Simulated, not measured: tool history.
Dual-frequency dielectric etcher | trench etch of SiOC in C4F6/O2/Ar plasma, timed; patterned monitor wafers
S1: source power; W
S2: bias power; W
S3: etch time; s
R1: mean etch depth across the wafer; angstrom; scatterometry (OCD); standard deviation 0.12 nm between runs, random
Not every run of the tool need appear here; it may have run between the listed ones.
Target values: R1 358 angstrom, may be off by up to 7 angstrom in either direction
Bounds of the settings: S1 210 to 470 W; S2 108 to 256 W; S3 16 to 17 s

Run 1, day 0: S1 340 W, S2 182 W, S3 17 s. Result: R1 313.7 angstrom.
Run 2, day 0.133: S1 320 W, S2 182 W, S3 17 s. Result: R1 302.31 angstrom.
Run 3, day 0.238: S1 340 W, S2 184 W, S3 17 s. Result: R1 311.47 angstrom.
Run 4, day 0.567: S1 360 W, S2 186 W, S3 17 s. Result: R1 319.99 angstrom.
Run 5, day 0.754: S1 380 W, S2 186 W, S3 17 s. Result: R1 327.87 angstrom.
Run 6, day 0.875: S1 390 W, S2 188 W, S3 17 s. Result: R1 332.48 angstrom.
Run 7, day 1.033: S1 400 W, S2 189 W, S3 17 s. Result: R1 334.87 angstrom.
Run 8, day 1.225: S1 410 W, S2 191 W, S3 17 s. Result: R1 341.68 angstrom.
Run 9, day 1.492: S1 420 W, S2 192 W, S3 17 s. Result: R1 343.19 angstrom.
Run 10, day 1.633: S1 430 W, S2 193 W, S3 17 s. Result: R1 346.52 angstrom.

Which one of the following 5 next-run settings gets every result inside its allowed miss? There is exactly one.
Run A, day 1.775: S1 430 W, S2 182 W, S3 16.5 s. Result: R1 ?.
Run B, day 1.775: S1 440 W, S2 208 W, S3 16 s. Result: R1 ?.
Run C, day 1.775: S1 460 W, S2 192 W, S3 16 s. Result: R1 ?.
Run D, day 1.775: S1 470 W, S2 188 W, S3 17 s. Result: R1 ?.
Run E, day 1.775: S1 430 W, S2 205 W, S3 16.5 s. Result: R1 ?.

move      R1
   A  333.33
   B  337.66
   C  336.67
   D  358.89
   E   343.7
A: moves away from the targets compared with the last run
B: moves away from the targets compared with the last run
C: moves away from the targets compared with the last run
D: every result within its allowed miss
E: moves away from the targets compared with the last run
Move D is the one to make.

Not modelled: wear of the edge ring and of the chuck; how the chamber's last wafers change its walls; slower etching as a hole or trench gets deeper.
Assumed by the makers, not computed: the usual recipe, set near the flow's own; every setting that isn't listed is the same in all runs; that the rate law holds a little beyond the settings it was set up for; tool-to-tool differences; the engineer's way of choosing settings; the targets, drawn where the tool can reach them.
